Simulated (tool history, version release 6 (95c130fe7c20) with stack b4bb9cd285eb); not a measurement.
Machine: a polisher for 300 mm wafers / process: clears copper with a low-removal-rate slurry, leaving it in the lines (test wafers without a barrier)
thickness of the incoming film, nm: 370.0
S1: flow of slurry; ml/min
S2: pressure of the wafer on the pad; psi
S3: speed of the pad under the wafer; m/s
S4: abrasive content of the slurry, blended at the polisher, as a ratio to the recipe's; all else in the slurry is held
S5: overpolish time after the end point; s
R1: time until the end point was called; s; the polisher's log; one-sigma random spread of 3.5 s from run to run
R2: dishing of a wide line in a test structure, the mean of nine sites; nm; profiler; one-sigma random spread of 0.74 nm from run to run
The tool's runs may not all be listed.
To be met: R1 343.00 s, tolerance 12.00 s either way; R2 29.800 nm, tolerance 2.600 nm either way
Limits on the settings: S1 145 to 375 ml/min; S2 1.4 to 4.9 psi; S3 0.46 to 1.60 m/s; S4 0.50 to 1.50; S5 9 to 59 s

| run | hour | S1 | S2 | S3 | S4 | S5 | R1 | R2 |
|---|---|---|---|---|---|---|---|---|
| 1 | 0.0 | 240 | 3.1 | 1.02 | 1.00 | 30 | 113.47 | 43.403 |
| 2 | 2.2 | 240 | 3.1 | 1.02 | 1.00 | 23 | 116.10 | 38.962 |
| 3 | 4.7 | 240 | 3.1 | 1.02 | 0.80 | 23 | 121.10 | 37.965 |
| 4 | 5.5 | 215 | 3.1 | 1.02 | 0.80 | 23 | 122.21 | 38.264 |
| 5 | 8.7 | 190 | 3.1 | 1.02 | 0.80 | 23 | 123.33 | 36.304 |
| 6 | 11.1 | 195 | 2.6 | 0.88 | 0.80 | 29 | 170.48 | 34.795 |
| 7 | 20.1 | 190 | 1.7 | 0.60 | 0.75 | 41 | 372.22 | 26.640 |
| 8 | 25.0 | 190 | 1.8 | 0.60 | 0.75 | 42 | 342.45 | 26.674 |

Of the 5 settings listed for the next run, only one would bring every result within its allowed miss of target. Which one?
| A | 29.9 | 200 | 2.3 | 0.48 | 0.70 | 57 | ? | ? |
| B | 29.9 | 145 | 1.7 | 0.60 | 0.75 | 43 | ? | ? |
| C | 29.9 | 200 | 2.1 | 0.52 | 0.75 | 46 | ? | ? |
| D | 29.9 | 205 | 1.4 | 0.74 | 0.70 | 53 | ? | ? |
| E | 29.9 | 195 | 1.8 | 0.62 | 0.75 | 34 | ? | ? |

| move | R1 | R2 |
|---|---|---|
| A | 342.37 | 35.346 |
| B | 379.33 | 26.879 |
| C | 342.68 | 30.578 |
| D | 362.66 | 31.508 |
| E | 336.87 | 24.767 |
A: takes the result that was furthest off past its target
B: further off than the last run
C: hits every target within its allowed miss
D: brings the last run's worst result on target, with another outside its allowed miss
E: further off than the last run
Answer: C

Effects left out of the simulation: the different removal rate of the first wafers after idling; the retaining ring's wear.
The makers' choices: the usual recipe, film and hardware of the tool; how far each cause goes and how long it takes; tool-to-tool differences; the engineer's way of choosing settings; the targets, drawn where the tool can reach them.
